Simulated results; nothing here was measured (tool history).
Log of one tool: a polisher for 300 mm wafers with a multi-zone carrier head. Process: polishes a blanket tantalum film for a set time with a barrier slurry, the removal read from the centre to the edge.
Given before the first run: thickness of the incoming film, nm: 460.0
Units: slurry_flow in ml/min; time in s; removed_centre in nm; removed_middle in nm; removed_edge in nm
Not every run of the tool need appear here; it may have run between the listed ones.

run 1 hour=0 | slurry_flow=215 centre_zone=1 middle_zone=1 edge_zone=1 slurry_solids=1 time=65 | removed_centre=110.45 removed_middle=110.72 removed_edge=115.36
run 2 hour=6.5 | slurry_flow=215 centre_zone=1 middle_zone=0.99 edge_zone=0.98 slurry_solids=0.95 time=64 | removed_centre=107.81 removed_middle=107.26 removed_edge=110.82
run 3 hour=9.2 | slurry_flow=210 centre_zone=1 middle_zone=0.98 edge_zone=0.96 slurry_solids=0.9 time=64 | removed_centre=105.86 removed_middle=106.61 removed_edge=107.68
run 4 hour=16.1 | slurry_flow=210 centre_zone=1 middle_zone=1.05 edge_zone=0.96 slurry_solids=0.9 time=64 | removed_centre=106.77 removed_middle=111.07 removed_edge=107.85
run 5 hour=19 | slurry_flow=210 centre_zone=1 middle_zone=1.05 edge_zone=0.96 slurry_solids=0.8 time=64 | removed_centre=102.78 removed_middle=108.24 removed_edge=104.3
run 6 hour=23.1 | slurry_flow=205 centre_zone=1 middle_zone=1.03 edge_zone=0.95 slurry_solids=0.75 time=64 | removed_centre=100.78 removed_middle=103.69 removed_edge=102.83
run 7 hour=27.9 | slurry_flow=205 centre_zone=1 middle_zone=1.03 edge_zone=0.95 slurry_solids=0.75 time=64 | removed_centre=101.29 removed_middle=103.87 removed_edge=102.17
run 8 hour=29.9 | slurry_flow=200 centre_zone=1 middle_zone=1.02 edge_zone=0.94 slurry_solids=0.7 time=64 | removed_centre=97.573 removed_middle=100.32 removed_edge=99.249
run 9 hour=30.7 | slurry_flow=195 centre_zone=1 middle_zone=1.01 edge_zone=0.93 slurry_solids=0.7 time=64 | removed_centre=98.739 removed_middle=100.19 removed_edge=99.069
run 10 hour=39.5 | slurry_flow=190 centre_zone=1 middle_zone=1 edge_zone=0.92 slurry_solids=0.65 time=64 | removed_centre=96.208 removed_middle=96.305 removed_edge=94.052
run 11 hour=42.5 | slurry_flow=185 centre_zone=1 middle_zone=0.99 edge_zone=0.92 slurry_solids=0.65 time=64 | removed_centre=95.948 removed_middle=95.172 removed_edge=94.349

Run 12 is up next; what results do you expect?
run 12 hour=44.9 | slurry_flow=180 centre_zone=1 middle_zone=0.98 edge_zone=0.91 slurry_solids=0.65 time=64 | removed_centre=? removed_middle=? removed_edge=?

Run 12 gave removed_centre 93.457 nm, removed_middle 93.772 nm, removed_edge 93.142 nm.
